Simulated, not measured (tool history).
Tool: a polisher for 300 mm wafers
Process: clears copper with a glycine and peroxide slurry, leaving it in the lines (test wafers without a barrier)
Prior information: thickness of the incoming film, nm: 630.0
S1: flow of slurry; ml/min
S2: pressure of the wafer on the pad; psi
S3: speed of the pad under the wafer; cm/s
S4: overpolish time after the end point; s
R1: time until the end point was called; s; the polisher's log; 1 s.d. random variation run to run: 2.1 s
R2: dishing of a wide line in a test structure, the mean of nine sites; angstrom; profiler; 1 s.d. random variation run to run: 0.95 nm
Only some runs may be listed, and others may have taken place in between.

run 1 hour=0.0 | S1=220 S2=2.7 S3=108 S4=16 | R1=141.18 R2=522.20
run 2 hour=5.0 | S1=220 S2=2.5 S3=108 S4=17 | R1=150.16 R2=507.90
run 3 hour=6.6 | S1=220 S2=2.4 S3=108 S4=18 | R1=152.86 R2=508.72
run 4 hour=11.4 | S1=220 S2=2.3 S3=106 S4=19 | R1=157.63 R2=527.64
run 5 hour=14.0 | S1=220 S2=2.3 S3=122 S4=19 | R1=150.22 R2=549.42
run 6 hour=20.6 | S1=180 S2=2.3 S3=122 S4=19 | R1=151.67 R2=535.58

Run 7 is up next; what results do you expect?
run 7 hour=21.2 | S1=180 S2=1.6 S3=110 S4=23 | R1=? R2=?

Run 7 produced R1 202.84 s, R2 500.73 angstrom.
